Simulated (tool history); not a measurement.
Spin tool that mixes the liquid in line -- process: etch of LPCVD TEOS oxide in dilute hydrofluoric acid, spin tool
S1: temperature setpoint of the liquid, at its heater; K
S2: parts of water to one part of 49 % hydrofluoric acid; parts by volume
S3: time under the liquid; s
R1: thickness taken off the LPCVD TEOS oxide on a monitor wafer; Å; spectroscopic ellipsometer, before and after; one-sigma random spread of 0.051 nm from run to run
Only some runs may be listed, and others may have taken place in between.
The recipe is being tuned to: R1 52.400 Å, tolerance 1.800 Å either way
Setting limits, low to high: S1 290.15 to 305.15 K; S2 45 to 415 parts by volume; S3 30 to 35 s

run   hour      S1   S2  S3      R1
  1    0.0  297.15  230  35  23.631
  2    8.3  298.15  220  35  26.292
  3   16.2  298.65  210  35  27.711
  4   18.9  299.15  200  35  30.524
  5   24.6  299.65  195  35  31.571
  6   32.2  299.65  270  35  21.215
  7   34.1  300.15  255  35  23.035
  8   35.3  300.65  240  35  25.301
  9   43.9  301.15  225  35  28.236
 10   44.8  301.65  215  35  30.386
 11   50.0  301.65  215  35  30.363
 12   55.9  305.15  125  35  65.853
 13   56.5  304.65  125  35  64.931
 14   65.5  304.15  125  35  63.980
 15   71.2  304.15  125  35  63.356
 16   77.0  303.65  125  35  62.861
 17   81.9  303.15  125  35  61.598
 18   88.9  302.65  125  35  61.150
 19   94.0  302.15  125  35  58.892
 20  102.6  301.65  125  35  58.812
 21  105.3  301.15  125  35  56.998
 22  112.8  300.15  125  35  55.625

Below are 5 possible settings for the next run. Only one of them brings all results inside the allowed miss of their targets. Which is it?
  A  120.3  301.65  125  35   ?
  B  120.3  301.15  125  35   ?
  C  120.3  302.15  140  35   ?
  D  120.3  300.15  115  35   ?
  E  120.3  304.15  120  30   ?

move      R1
   A  57.828
   B  56.759
   C  51.574
   D  60.182
   E  57.003
A: the biggest miss grows against the last run
B: the biggest miss grows against the last run
C: each result inside its tolerance
D: the biggest miss grows against the last run
E: the biggest miss grows against the last run
Go with C: it meets all targets.
